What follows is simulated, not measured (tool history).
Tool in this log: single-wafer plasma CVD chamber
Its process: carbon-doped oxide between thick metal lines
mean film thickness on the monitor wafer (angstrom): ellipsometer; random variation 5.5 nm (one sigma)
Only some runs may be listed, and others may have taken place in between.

| run | hour | heater temperature setpoint (°C) | chamber pressure (Torr) | RF power (W) | deposition time (s) | mean film thickness on the monitor wafer (angstrom) |
|---|---|---|---|---|---|---|
| 1 | 0.0 | 335 | 4.70 | 620 | 183 | 11109 |
| 2 | 2.2 | 333 | 4.94 | 630 | 183 | 11419 |
| 3 | 2.9 | 333 | 5.25 | 630 | 183 | 11449 |
| 4 | 10.1 | 333 | 6.02 | 630 | 183 | 11726 |
| 5 | 14.4 | 331 | 6.14 | 635 | 183 | 11876 |
| 6 | 16.5 | 335 | 6.14 | 635 | 183 | 11749 |
| 7 | 23.3 | 333 | 6.23 | 640 | 183 | 11914 |

Expected results for the next run?
| 8 | 32.2 | 331 | 6.30 | 645 | 183 | ? |

mean film thickness on the monitor wafer (angstrom): 12183
